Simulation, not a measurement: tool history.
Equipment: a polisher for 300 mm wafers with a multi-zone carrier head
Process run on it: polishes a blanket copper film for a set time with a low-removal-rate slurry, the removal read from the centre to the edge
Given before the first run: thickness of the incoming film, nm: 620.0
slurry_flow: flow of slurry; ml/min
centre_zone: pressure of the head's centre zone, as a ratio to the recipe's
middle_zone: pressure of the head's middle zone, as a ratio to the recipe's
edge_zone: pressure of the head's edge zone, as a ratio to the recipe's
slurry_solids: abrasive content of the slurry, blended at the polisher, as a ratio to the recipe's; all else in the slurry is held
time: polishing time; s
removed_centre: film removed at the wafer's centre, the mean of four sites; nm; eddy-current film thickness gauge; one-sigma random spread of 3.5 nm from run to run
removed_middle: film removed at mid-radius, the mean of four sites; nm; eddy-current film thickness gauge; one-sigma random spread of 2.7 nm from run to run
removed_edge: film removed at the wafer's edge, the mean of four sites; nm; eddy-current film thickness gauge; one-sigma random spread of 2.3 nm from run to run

run 1 hour=0.0 | slurry_flow=290 centre_zone=1.00 middle_zone=1.00 edge_zone=1.00 slurry_solids=1.00 time=87 | removed_centre=250.13 removed_middle=260.98 removed_edge=254.21
run 2 hour=1.7 | slurry_flow=290 centre_zone=1.00 middle_zone=1.00 edge_zone=1.00 slurry_solids=1.00 time=96 | removed_centre=280.63 removed_middle=284.83 removed_edge=278.68
run 3 hour=7.2 | slurry_flow=285 centre_zone=1.02 middle_zone=0.97 edge_zone=0.99 slurry_solids=1.00 time=96 | removed_centre=283.98 removed_middle=275.67 removed_edge=280.91
run 4 hour=14.2 | slurry_flow=285 centre_zone=1.02 middle_zone=0.97 edge_zone=0.95 slurry_solids=1.00 time=96 | removed_centre=292.05 removed_middle=275.36 removed_edge=275.67
run 5 hour=21.5 | slurry_flow=280 centre_zone=1.03 middle_zone=0.95 edge_zone=0.94 slurry_solids=1.00 time=96 | removed_centre=289.66 removed_middle=267.04 removed_edge=269.11
run 6 hour=24.5 | slurry_flow=280 centre_zone=1.03 middle_zone=0.95 edge_zone=0.94 slurry_solids=1.00 time=117 | removed_centre=359.84 removed_middle=329.29 removed_edge=335.27
run 7 hour=28.4 | slurry_flow=275 centre_zone=1.03 middle_zone=0.93 edge_zone=0.92 slurry_solids=0.90 time=116 | removed_centre=336.50 removed_middle=313.37 removed_edge=319.54
run 8 hour=29.9 | slurry_flow=270 centre_zone=1.05 middle_zone=0.91 edge_zone=0.90 slurry_solids=0.85 time=115 | removed_centre=341.07 removed_middle=297.15 removed_edge=299.34
run 9 hour=33.4 | slurry_flow=270 centre_zone=1.05 middle_zone=0.91 edge_zone=0.90 slurry_solids=0.85 time=115 | removed_centre=326.68 removed_middle=291.17 removed_edge=306.87
run 10 hour=35.7 | slurry_flow=265 centre_zone=1.06 middle_zone=0.90 edge_zone=0.88 slurry_solids=0.80 time=114 | removed_centre=330.46 removed_middle=281.89 removed_edge=293.05
run 11 hour=38.6 | slurry_flow=260 centre_zone=1.06 middle_zone=0.88 edge_zone=0.87 slurry_solids=0.80 time=114 | removed_centre=317.93 removed_middle=275.96 removed_edge=290.61
run 12 hour=44.7 | slurry_flow=255 centre_zone=1.07 middle_zone=0.87 edge_zone=0.86 slurry_solids=0.80 time=114 | removed_centre=327.02 removed_middle=278.80 removed_edge=293.51
run 13 hour=47.5 | slurry_flow=255 centre_zone=1.08 middle_zone=0.86 edge_zone=0.86 slurry_solids=0.75 time=114 | removed_centre=322.88 removed_middle=267.65 removed_edge=284.50
run 14 hour=54.3 | slurry_flow=255 centre_zone=1.08 middle_zone=0.85 edge_zone=0.85 slurry_solids=0.75 time=114 | removed_centre=322.31 removed_middle=264.12 removed_edge=284.99
run 15 hour=60.9 | slurry_flow=255 centre_zone=1.08 middle_zone=0.84 edge_zone=0.84 slurry_solids=0.75 time=114 | removed_centre=326.95 removed_middle=257.81 removed_edge=280.02
run 16 hour=69.4 | slurry_flow=250 centre_zone=1.07 middle_zone=0.84 edge_zone=0.83 slurry_solids=0.75 time=114 | removed_centre=313.99 removed_middle=260.57 removed_edge=278.19

Forecast run 17:
run 17 hour=70.1 | slurry_flow=250 centre_zone=1.07 middle_zone=0.83 edge_zone=0.83 slurry_solids=0.75 time=114 | removed_centre=? removed_middle=? removed_edge=?

{"run 17": {"removed_centre": 319.64, "removed_middle": 259.66, "removed_edge": 280.1}}

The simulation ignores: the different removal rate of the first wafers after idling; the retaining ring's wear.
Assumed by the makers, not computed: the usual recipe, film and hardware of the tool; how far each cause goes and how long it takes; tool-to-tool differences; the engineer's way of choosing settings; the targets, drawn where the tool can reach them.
